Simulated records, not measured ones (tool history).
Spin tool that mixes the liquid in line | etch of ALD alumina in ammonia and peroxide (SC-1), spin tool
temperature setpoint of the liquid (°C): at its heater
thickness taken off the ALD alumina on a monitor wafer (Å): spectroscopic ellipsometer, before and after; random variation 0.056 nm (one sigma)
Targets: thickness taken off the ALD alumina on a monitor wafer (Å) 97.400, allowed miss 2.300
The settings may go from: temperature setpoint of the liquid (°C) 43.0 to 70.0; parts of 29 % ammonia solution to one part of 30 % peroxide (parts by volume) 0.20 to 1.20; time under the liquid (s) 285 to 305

run	hour	temperature setpoint of the liquid (°C)	parts of 29 % ammonia solution to one part of 30 % peroxide (parts by volume)	time under the liquid (s)	thickness taken off the ALD alumina on a monitor wafer (Å)
1	0.0	59.0	0.90	285	188.170
2	8.2	56.5	0.90	285	164.850
3	12.0	54.5	0.90	285	148.520
4	13.1	58.5	0.90	285	184.200
5	21.9	58.5	1.00	285	184.740
6	22.5	58.5	1.00	305	199.400
7	25.8	56.0	1.00	305	174.880
8	33.7	56.0	1.00	305	175.770
9	38.9	54.0	1.00	305	157.640
10	42.1	52.5	1.00	305	143.970
11	45.8	51.5	1.00	305	137.620
12	50.8	43.5	1.00	305	86.677

4 next moves are on the table. One of them brings every result within its allowed miss. Which?
A	55.8	44.5	0.85	300	?
B	55.8	45.0	1.05	300	?
C	55.8	46.5	1.05	305	?
D	55.8	45.0	1.15	305	?

move	thickness taken off the ALD alumina on a monitor wafer (Å)
A	88.522
B	92.940
C	102.870
D	95.315
A: nearer than the last run, and not there yet
B: nearer than the last run, and not there yet
C: takes the result that was furthest off past its target
D: meets every target
Move D is the one to make.
